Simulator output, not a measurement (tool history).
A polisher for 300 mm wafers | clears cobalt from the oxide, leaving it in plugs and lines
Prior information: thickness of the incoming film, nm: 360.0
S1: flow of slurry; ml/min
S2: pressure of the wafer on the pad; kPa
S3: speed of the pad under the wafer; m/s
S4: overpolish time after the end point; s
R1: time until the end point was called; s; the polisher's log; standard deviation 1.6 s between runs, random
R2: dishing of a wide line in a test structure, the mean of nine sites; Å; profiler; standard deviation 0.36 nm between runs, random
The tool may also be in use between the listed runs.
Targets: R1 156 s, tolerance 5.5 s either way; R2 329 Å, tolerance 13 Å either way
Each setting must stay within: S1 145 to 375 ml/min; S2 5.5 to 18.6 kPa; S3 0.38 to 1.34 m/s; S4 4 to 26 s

Run 1, hour 0: S1 240 ml/min, S2 11.7 kPa, S3 0.86 m/s, S4 13 s. Result: R1 92.192 s, R2 362.51 Å.
Run 2, hour 8.5: S1 235 ml/min, S2 10.3 kPa, S3 0.86 m/s, S4 14 s. Result: R1 103.47 s, R2 353.12 Å.
Run 3, hour 10.6: S1 235 ml/min, S2 10.3 kPa, S3 0.86 m/s, S4 10 s. Result: R1 102.25 s, R2 276.66 Å.
Run 4, hour 18.4: S1 235 ml/min, S2 10.3 kPa, S3 0.98 m/s, S4 10 s. Result: R1 90.562 s, R2 303.45 Å.
Run 5, hour 22.3: S1 235 ml/min, S2 8.3 kPa, S3 0.98 m/s, S4 10 s. Result: R1 109.99 s, R2 263.2 Å.
Run 6, hour 28.2: S1 235 ml/min, S2 7.6 kPa, S3 0.96 m/s, S4 12 s. Result: R1 118.6 s, R2 287.71 Å.
Run 7, hour 30.7: S1 235 ml/min, S2 6.9 kPa, S3 0.94 m/s, S4 13 s. Result: R1 128.72 s, R2 281.92 Å.
Run 8, hour 31.9: S1 235 ml/min, S2 6.2 kPa, S3 0.92 m/s, S4 14 s. Result: R1 148.74 s, R2 278.45 Å.
Run 9, hour 35.9: S1 235 ml/min, S2 6.2 kPa, S3 0.92 m/s, S4 15 s. Result: R1 143.79 s, R2 289.9 Å.
Run 10, hour 42.1: S1 235 ml/min, S2 6.2 kPa, S3 0.92 m/s, S4 16 s. Result: R1 145.99 s, R2 308.7 Å.
Run 11, hour 47.4: S1 230 ml/min, S2 6.2 kPa, S3 0.92 m/s, S4 17 s. Result: R1 146.07 s, R2 317.33 Å.

Exercise: of the 5 proposed moves below, exactly one satisfies all targets within the stated allowed misses. Which move is it?
Run A, hour 52.7: S1 220 ml/min, S2 6.2 kPa, S3 0.86 m/s, S4 21 s. Result: R1 ?, R2 ?.
Run B, hour 52.7: S1 235 ml/min, S2 6.9 kPa, S3 0.8 m/s, S4 22 s. Result: R1 ?, R2 ?.
Run C, hour 52.7: S1 255 ml/min, S2 5.5 kPa, S3 0.92 m/s, S4 19 s. Result: R1 ?, R2 ?.
Run D, hour 52.7: S1 200 ml/min, S2 5.5 kPa, S3 0.88 m/s, S4 23 s. Result: R1 ?, R2 ?.
Run E, hour 52.7: S1 190 ml/min, S2 5.5 kPa, S3 0.88 m/s, S4 18 s. Result: R1 ?, R2 ?.

move      R1      R2
   A  156.89  347.86
   B  154.02  363.76
   C  157.73  322.76
   D  169.56  351.35
   E  170.77  292.45
A: brings the result that was furthest off to its target, and leaves another outside
B: brings the result that was furthest off to its target, and leaves another outside
C: hits every target within its allowed miss
D: takes the biggest miss from the last run beyond its target
E: takes the biggest miss from the last run beyond its target
Correct choice: C, which meets every target
